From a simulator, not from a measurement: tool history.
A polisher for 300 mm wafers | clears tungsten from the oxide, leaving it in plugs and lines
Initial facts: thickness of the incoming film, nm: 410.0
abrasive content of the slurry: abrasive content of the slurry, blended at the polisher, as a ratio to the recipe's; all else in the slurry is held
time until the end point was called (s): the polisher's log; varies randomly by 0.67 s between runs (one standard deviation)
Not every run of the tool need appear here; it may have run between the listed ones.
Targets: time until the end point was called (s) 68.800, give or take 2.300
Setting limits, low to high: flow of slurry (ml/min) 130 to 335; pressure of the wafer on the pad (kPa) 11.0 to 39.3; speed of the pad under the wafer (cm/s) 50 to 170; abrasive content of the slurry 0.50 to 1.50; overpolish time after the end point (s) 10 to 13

run,hour,flow of slurry (ml/min),pressure of the wafer on the pad (kPa),speed of the pad under the wafer (cm/s),abrasive content of the slurry,overpolish time after the end point (s),time until the end point was called (s)
1,0.0,215,24.8,110,1.00,13,103.200
2,8.0,215,24.8,110,0.90,13,104.660
3,12.2,215,26.2,110,0.90,13,98.297
4,19.4,215,26.2,110,0.90,13,100.360
5,20.7,215,26.2,110,0.70,13,105.650
6,26.7,235,26.2,110,0.70,13,104.870
7,32.7,235,27.6,110,0.70,13,99.834
8,36.4,235,29.0,110,0.70,13,93.695
9,44.1,235,29.6,110,0.70,13,91.696
10,49.5,245,36.5,112,0.70,13,72.899
11,51.4,245,36.5,112,0.70,13,73.146

Which of these 4 next moves meets every target?
A,53.3,235,29.6,122,0.80,10,?
B,53.3,240,37.2,122,0.60,10,?
C,53.3,195,37.2,108,0.65,10,?
D,53.3,280,26.2,134,0.85,13,?

move,time until the end point was called (s)
A,81.666
B,68.844
C,78.371
D,81.575
A: further off than the last run
B: meets every target
C: further off than the last run
D: further off than the last run
Move B is the one to make.
